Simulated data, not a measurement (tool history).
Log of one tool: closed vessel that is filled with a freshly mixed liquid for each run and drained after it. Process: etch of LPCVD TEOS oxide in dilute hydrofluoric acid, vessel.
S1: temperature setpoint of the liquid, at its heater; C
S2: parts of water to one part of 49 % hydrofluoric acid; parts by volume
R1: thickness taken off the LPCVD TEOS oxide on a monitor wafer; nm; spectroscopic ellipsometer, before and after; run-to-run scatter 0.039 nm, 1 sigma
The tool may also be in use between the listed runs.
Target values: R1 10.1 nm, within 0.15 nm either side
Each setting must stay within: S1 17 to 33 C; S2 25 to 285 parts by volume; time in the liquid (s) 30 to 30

run 1 day=0 | S1=25 S2=155 time_in_the_liquid_(s)=30 | R1=11.104
run 2 day=0.208 | S1=24.5 S2=155 time_in_the_liquid_(s)=30 | R1=10.898
run 3 day=0.596 | S1=24 S2=155 time_in_the_liquid_(s)=30 | R1=10.733
run 4 day=0.842 | S1=23.5 S2=155 time_in_the_liquid_(s)=30 | R1=10.513
run 5 day=1.112 | S1=25.5 S2=155 time_in_the_liquid_(s)=30 | R1=11.337
run 6 day=1.492 | S1=25.5 S2=130 time_in_the_liquid_(s)=30 | R1=14.005
run 7 day=1.658 | S1=23 S2=130 time_in_the_liquid_(s)=30 | R1=12.575
run 8 day=1.758 | S1=21.5 S2=130 time_in_the_liquid_(s)=30 | R1=11.938

Exactly one of the 5 candidate moves below puts every result within its allowed miss. Which one?
run A day=1.858 | S1=21 S2=145 time_in_the_liquid_(s)=30 | R1=?
run B day=1.858 | S1=22 S2=140 time_in_the_liquid_(s)=30 | R1=?
run C day=1.858 | S1=18.5 S2=135 time_in_the_liquid_(s)=30 | R1=?
run D day=1.858 | S1=17.5 S2=135 time_in_the_liquid_(s)=30 | R1=?
run E day=1.858 | S1=24.5 S2=160 time_in_the_liquid_(s)=30 | R1=?

move=A R1=10.301
move=B R1=11.158
move=C R1=10.113
move=D R1=9.7069
move=E R1=10.511
A: gains on the last run, yet a result remains outside its allowed miss
B: gains on the last run, yet a result remains outside its allowed miss
C: all results land within tolerance of their targets
D: the result that was furthest off in the last run now lies on the other side of its target
E: gains on the last run, yet a result remains outside its allowed miss
The move that meets every target is C.
